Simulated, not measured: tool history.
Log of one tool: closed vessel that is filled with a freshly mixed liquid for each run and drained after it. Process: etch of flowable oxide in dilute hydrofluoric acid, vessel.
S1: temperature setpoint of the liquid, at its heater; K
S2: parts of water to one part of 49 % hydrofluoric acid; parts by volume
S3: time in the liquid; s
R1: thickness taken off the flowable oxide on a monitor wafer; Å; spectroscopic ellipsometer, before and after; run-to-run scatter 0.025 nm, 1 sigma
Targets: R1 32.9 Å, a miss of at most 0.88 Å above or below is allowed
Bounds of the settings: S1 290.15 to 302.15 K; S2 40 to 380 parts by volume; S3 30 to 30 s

{"run": 1, "hour": 0.0, "S1": 294.15, "S2": 210, "S3": 30, "R1": 39.928}
{"run": 2, "hour": 1.0, "S1": 294.15, "S2": 210, "S3": 30, "R1": 39.493}
{"run": 3, "hour": 5.8, "S1": 296.65, "S2": 210, "S3": 30, "R1": 43.739}
{"run": 4, "hour": 7.3, "S1": 293.15, "S2": 210, "S3": 30, "R1": 38.639}
{"run": 5, "hour": 12.6, "S1": 291.15, "S2": 210, "S3": 30, "R1": 34.918}
{"run": 6, "hour": 13.7, "S1": 291.15, "S2": 280, "S3": 30, "R1": 24.615}
{"run": 7, "hour": 20.7, "S1": 293.15, "S2": 280, "S3": 30, "R1": 27.049}
{"run": 8, "hour": 25.3, "S1": 294.65, "S2": 280, "S3": 30, "R1": 28.375}
{"run": 9, "hour": 32.6, "S1": 294.65, "S2": 280, "S3": 30, "R1": 27.921}
{"run": 10, "hour": 34.9, "S1": 296.15, "S2": 280, "S3": 30, "R1": 30.096}
{"run": 11, "hour": 38.9, "S1": 296.65, "S2": 280, "S3": 30, "R1": 30.509}
{"run": 12, "hour": 47.2, "S1": 297.15, "S2": 280, "S3": 30, "R1": 31.237}
{"run": 13, "hour": 49.0, "S1": 297.65, "S2": 280, "S3": 30, "R1": 31.646}

Exactly one of the 4 candidate moves below puts every result within its allowed miss. Which one?
{"run": "A", "hour": 50.8, "S1": 294.65, "S2": 235, "S3": 30, "R1": "?"}
{"run": "B", "hour": 50.8, "S1": 295.15, "S2": 265, "S3": 30, "R1": "?"}
{"run": "C", "hour": 50.8, "S1": 296.65, "S2": 245, "S3": 30, "R1": "?"}
{"run": "D", "hour": 50.8, "S1": 298.15, "S2": 275, "S3": 30, "R1": "?"}

move=A R1=35.269
move=B R1=30.942
move=C R1=36.042
move=D R1=32.849
A: takes the result that was furthest off past its target
B: further off than the last run
C: takes the result that was furthest off past its target
D: each result inside its tolerance
D is the move that brings every result within its allowed miss.

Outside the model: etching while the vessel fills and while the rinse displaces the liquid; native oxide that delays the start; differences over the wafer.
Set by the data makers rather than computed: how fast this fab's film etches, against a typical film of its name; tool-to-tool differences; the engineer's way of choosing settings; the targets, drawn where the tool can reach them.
